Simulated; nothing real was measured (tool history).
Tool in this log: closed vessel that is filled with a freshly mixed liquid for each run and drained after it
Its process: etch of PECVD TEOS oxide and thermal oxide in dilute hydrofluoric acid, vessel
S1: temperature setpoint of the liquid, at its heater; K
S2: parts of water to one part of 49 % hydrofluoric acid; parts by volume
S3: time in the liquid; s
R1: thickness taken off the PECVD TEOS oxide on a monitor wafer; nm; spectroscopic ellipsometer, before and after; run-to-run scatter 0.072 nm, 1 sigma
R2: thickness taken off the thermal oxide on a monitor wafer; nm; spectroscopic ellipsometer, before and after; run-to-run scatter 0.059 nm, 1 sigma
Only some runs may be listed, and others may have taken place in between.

run,hour,S1,S2,S3,R1,R2
1,0,297.15,135,60,10.529,2.0204
2,8.9,298.65,125,60,12.165,2.2819
3,10.2,299.65,115,60,13.948,2.6684
4,12.3,299.65,115,70,16.298,2.9445
5,13.1,297.65,115,70,15.061,2.7515
6,19.2,299.15,115,70,16.073,2.9815
7,21,300.15,115,70,16.649,3.1302
8,24.5,300.65,115,70,17.013,3.1285

Forecast run 9:
# hour 28.8: hydrofluoric acid flow meter replaced
9,28.8,304.15,105,70,?,?

R1: 23.815 nm
R2: 4.4864 nm

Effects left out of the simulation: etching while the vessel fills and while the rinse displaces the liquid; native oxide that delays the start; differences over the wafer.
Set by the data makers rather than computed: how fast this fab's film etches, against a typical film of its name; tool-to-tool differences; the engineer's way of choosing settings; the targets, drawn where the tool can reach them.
